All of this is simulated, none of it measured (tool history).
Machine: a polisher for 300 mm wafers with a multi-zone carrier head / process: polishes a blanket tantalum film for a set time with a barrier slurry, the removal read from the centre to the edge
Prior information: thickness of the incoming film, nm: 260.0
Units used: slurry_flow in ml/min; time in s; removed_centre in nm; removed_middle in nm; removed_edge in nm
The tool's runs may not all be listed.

Run 1, hour 0: slurry_flow 260 ml/min, centre_zone 1, middle_zone 1, edge_zone 1, slurry_solids 1, time 63 s. Result: removed_centre 74.325 nm, removed_middle 72.933 nm, removed_edge 73.542 nm.
Run 2, hour 2.1: slurry_flow 260 ml/min, centre_zone 1, middle_zone 1.08, edge_zone 1, slurry_solids 1, time 63 s. Result: removed_centre 72.794 nm, removed_middle 77.73 nm, removed_edge 75.125 nm.
Run 3, hour 9.8: slurry_flow 260 ml/min, centre_zone 1, middle_zone 1.01, edge_zone 1, slurry_solids 1, time 63 s. Result: removed_centre 73.346 nm, removed_middle 72.322 nm, removed_edge 74.279 nm.
Run 4, hour 15.7: slurry_flow 265 ml/min, centre_zone 1.01, middle_zone 1.06, edge_zone 1.03, slurry_solids 1.1, time 63 s. Result: removed_centre 76.852 nm, removed_middle 77.524 nm, removed_edge 77.017 nm.
Run 5, hour 24.7: slurry_flow 265 ml/min, centre_zone 1, middle_zone 1.09, edge_zone 1.05, slurry_solids 1.2, time 64 s. Result: removed_centre 78.588 nm, removed_middle 81.907 nm, removed_edge 81.748 nm.
Run 6, hour 32.9: slurry_flow 265 ml/min, centre_zone 1.03, middle_zone 1.09, edge_zone 1.05, slurry_solids 1.2, time 64 s. Result: removed_centre 79.825 nm, removed_middle 81.551 nm, removed_edge 79.338 nm.
Run 7, hour 36.2: slurry_flow 275 ml/min, centre_zone 1.02, middle_zone 1.11, edge_zone 1.06, slurry_solids 1.25, time 64 s. Result: removed_centre 80.637 nm, removed_middle 83.726 nm, removed_edge 82.906 nm.

Forecast run 8:
Run 8, hour 40.5: slurry_flow 280 ml/min, centre_zone 1.01, middle_zone 1.13, edge_zone 1.06, slurry_solids 1.3, time 64 s. Result: removed_centre ?, removed_middle ?, removed_edge ?.

removed_centre: 81.928 nm
removed_middle: 86.681 nm
removed_edge: 82.891 nm

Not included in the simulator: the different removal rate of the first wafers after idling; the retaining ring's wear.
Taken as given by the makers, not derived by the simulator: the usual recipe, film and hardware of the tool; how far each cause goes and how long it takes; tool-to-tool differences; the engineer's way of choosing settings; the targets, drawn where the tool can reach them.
